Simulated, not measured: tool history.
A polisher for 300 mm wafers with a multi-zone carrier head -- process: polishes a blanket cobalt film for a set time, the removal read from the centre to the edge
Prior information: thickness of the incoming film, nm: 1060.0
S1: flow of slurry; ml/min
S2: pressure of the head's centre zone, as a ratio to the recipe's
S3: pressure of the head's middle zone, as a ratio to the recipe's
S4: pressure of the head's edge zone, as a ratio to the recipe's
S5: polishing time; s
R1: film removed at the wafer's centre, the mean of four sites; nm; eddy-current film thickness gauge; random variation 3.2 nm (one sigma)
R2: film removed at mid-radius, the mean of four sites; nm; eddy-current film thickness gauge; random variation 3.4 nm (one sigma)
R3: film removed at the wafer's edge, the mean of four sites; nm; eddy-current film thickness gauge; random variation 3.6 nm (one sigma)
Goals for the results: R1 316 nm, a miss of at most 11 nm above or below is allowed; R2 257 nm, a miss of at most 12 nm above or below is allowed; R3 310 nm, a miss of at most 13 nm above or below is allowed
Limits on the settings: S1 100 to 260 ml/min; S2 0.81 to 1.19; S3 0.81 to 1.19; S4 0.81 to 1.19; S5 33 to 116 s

run	hour	S1	S2	S3	S4	S5	R1	R2	R3
1	0	165	1	1	1	74	268.96	278.92	277.71
2	3	130	1	1	1	74	257.63	261.03	265.75
3	9.3	130	1	1	0.96	74	261.79	263.76	263.14
4	12.9	130	1	0.94	0.96	74	254.5	254.14	261.11
5	13.6	145	1	0.94	0.96	74	259.16	255.1	258.33
6	17	150	1.04	0.92	1.02	75	280.29	254.45	286.3
7	20.6	200	1.11	0.88	1.04	75	314.35	263.28	287.44
8	29.4	200	1.11	0.87	1.06	75	307.86	267.58	297.78
9	37.5	195	1.12	0.86	1.07	75	311.63	261.15	298.18
10	40.6	195	1.12	0.85	1.08	75	314.29	256.22	291.75

Exactly one of the 4 candidate moves below puts every result within its allowed miss. Which one?
A	43.7	210	1.09	0.81	1.11	77	?	?	?
B	43.7	215	1.01	0.81	1.06	76	?	?	?
C	43.7	210	1.18	0.93	0.99	70	?	?	?
D	43.7	165	1.19	0.9	1	71	?	?	?

move	R1	R2	R3
A	308.43	258.53	308.82
B	286.92	256.13	298.57
C	299.85	258.73	264.94
D	292.81	246.35	262.33
A: every result within its allowed miss
B: brings the last run's worst result on target, with another outside its allowed miss
C: moves away from the targets compared with the last run
D: moves away from the targets compared with the last run
Answer: A
